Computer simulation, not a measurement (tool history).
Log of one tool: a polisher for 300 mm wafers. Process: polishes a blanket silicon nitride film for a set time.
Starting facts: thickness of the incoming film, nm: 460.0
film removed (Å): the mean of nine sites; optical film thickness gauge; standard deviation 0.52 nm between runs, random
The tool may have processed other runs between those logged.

| run | hour | flow of slurry (ml/min) | pressure of the wafer on the pad (kPa) | speed of the pad under the wafer (m/s) | polishing time (s) | film removed (Å) |
|---|---|---|---|---|---|---|
| 1 | 0 | 270 | 22.1 | 1.34 | 42 | 708.35 |
| 2 | 7.4 | 270 | 21.4 | 1.34 | 42 | 686.39 |
| 3 | 16 | 270 | 21.4 | 1.34 | 42 | 688.55 |
| 4 | 18.5 | 270 | 15.9 | 1.34 | 42 | 509.81 |
| 5 | 20.1 | 270 | 15.9 | 1.34 | 36 | 448.59 |
| 6 | 28.8 | 240 | 15.9 | 1.34 | 36 | 440.09 |
| 7 | 33.2 | 265 | 16.5 | 1.34 | 36 | 465.21 |
| 8 | 34.8 | 275 | 17.2 | 1.34 | 36 | 486.55 |

Run 9 is up next; what results do you expect?
| 9 | 39.2 | 305 | 21.4 | 1.34 | 36 | ? |

film removed (Å): 605.74
